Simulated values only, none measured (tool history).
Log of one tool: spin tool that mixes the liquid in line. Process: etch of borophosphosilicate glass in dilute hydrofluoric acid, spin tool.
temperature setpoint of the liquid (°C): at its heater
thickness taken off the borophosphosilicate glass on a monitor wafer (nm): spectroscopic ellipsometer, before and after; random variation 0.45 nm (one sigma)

run	hour	temperature setpoint of the liquid (°C)	parts of water to one part of 49 % hydrofluoric acid (parts by volume)	time under the liquid (s)	thickness taken off the borophosphosilicate glass on a monitor wafer (nm)
1	0.0	21	90	45	30.257
2	2.7	22	85	45	33.609
3	6.4	23	80	45	37.622
4	8.6	23	80	50	41.889
5	14.1	23	80	45	37.303
6	17.6	23	80	45	37.484

The next listed run, before its measurement:
7	22.4	24	75	45	?

thickness taken off the borophosphosilicate glass on a monitor wafer (nm): 42.051
